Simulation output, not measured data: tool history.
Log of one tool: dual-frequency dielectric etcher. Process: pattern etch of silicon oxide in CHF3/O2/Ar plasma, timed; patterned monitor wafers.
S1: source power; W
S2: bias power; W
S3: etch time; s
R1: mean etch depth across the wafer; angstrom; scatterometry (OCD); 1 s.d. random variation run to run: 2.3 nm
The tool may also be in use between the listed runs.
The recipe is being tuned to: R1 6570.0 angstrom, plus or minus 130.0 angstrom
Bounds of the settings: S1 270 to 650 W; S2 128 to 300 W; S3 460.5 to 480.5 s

run,hour,S1,S2,S3,R1
1,0.0,460,214,460.5,9022.5
2,5.6,410,190,460.5,8261.6
3,8.7,370,174,460.5,7637.2
4,15.1,370,174,460.5,7578.2
5,23.8,370,140,460.5,7182.5
6,29.8,370,140,480.5,7503.2
7,35.9,350,137,478.5,7285.5
8,44.3,350,137,478.5,7235.3
# hour 50.2: source power generator calibrated
9,50.2,270,128,467.5,5902.8
10,53.0,290,129,467.5,6176.5
11,57.6,300,129,467.5,6322.7

Consider the 4 candidate settings below. Which is the only one whose results all fall within their allowed miss of target?
A,62.2,320,128,472.0,?
B,62.2,290,143,460.5,?
C,62.2,280,128,460.5,?
D,62.2,270,143,478.0,?

move,R1
A,6629.4
B,6299.2
C,5966.1
D,6212.3
A: every result lands within tolerance
B: misses by more than the last run did
C: misses by more than the last run did
D: misses by more than the last run did
Answer: A
